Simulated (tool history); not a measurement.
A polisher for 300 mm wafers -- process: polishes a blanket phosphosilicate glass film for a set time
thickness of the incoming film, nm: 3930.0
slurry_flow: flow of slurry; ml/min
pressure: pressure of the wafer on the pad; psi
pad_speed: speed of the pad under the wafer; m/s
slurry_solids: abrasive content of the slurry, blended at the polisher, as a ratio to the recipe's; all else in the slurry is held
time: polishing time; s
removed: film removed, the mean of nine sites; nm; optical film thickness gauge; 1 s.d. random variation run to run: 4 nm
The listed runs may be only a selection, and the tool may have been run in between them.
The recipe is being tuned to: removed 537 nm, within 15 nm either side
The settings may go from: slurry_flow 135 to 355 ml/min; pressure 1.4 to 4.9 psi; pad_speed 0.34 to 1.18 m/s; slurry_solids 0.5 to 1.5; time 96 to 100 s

Run 1, hour 0: slurry_flow 225 ml/min, pressure 3.1 psi, pad_speed 0.76 m/s, slurry_solids 1, time 96 s. Result: removed 686.15 nm.
Run 2, hour 8.3: slurry_flow 225 ml/min, pressure 3 psi, pad_speed 0.76 m/s, slurry_solids 1, time 96 s. Result: removed 674.93 nm.
Run 3, hour 11.4: slurry_flow 225 ml/min, pressure 3 psi, pad_speed 0.76 m/s, slurry_solids 0.85, time 96 s. Result: removed 611.96 nm.
Run 4, hour 17.9: slurry_flow 225 ml/min, pressure 2.4 psi, pad_speed 0.76 m/s, slurry_solids 0.85, time 96 s. Result: removed 501.31 nm.
Run 5, hour 25: slurry_flow 225 ml/min, pressure 2.4 psi, pad_speed 0.58 m/s, slurry_solids 0.85, time 96 s. Result: removed 402.94 nm.
Run 6, hour 26.3: slurry_flow 195 ml/min, pressure 2.4 psi, pad_speed 0.58 m/s, slurry_solids 0.85, time 96 s. Result: removed 389.58 nm.
Run 7, hour 34.2: slurry_flow 260 ml/min, pressure 3.3 psi, pad_speed 0.58 m/s, slurry_solids 0.85, time 96 s. Result: removed 559.68 nm.
Run 8, hour 35: slurry_flow 255 ml/min, pressure 3.3 psi, pad_speed 0.58 m/s, slurry_solids 0.85, time 96 s. Result: removed 558.97 nm.

Exactly one of the 4 candidate moves below puts every result within its allowed miss. Which one?
Run A, hour 35.8: slurry_flow 330 ml/min, pressure 3.4 psi, pad_speed 0.4 m/s, slurry_solids 1.05, time 97 s. Result: removed ?.
Run B, hour 35.8: slurry_flow 250 ml/min, pressure 3 psi, pad_speed 0.52 m/s, slurry_solids 0.95, time 98 s. Result: removed ?.
Run C, hour 35.8: slurry_flow 240 ml/min, pressure 2.8 psi, pad_speed 0.68 m/s, slurry_solids 0.85, time 96 s. Result: removed ?.
Run D, hour 35.8: slurry_flow 150 ml/min, pressure 4 psi, pad_speed 0.52 m/s, slurry_solids 0.7, time 100 s. Result: removed ?.

move  removed
   A   500.45
   B   504.38
   C   535.23
   D   507.12
A: takes the biggest miss from the last run beyond its target
B: takes the biggest miss from the last run beyond its target
C: meets every target
D: takes the biggest miss from the last run beyond its target
Move C is the one to make.
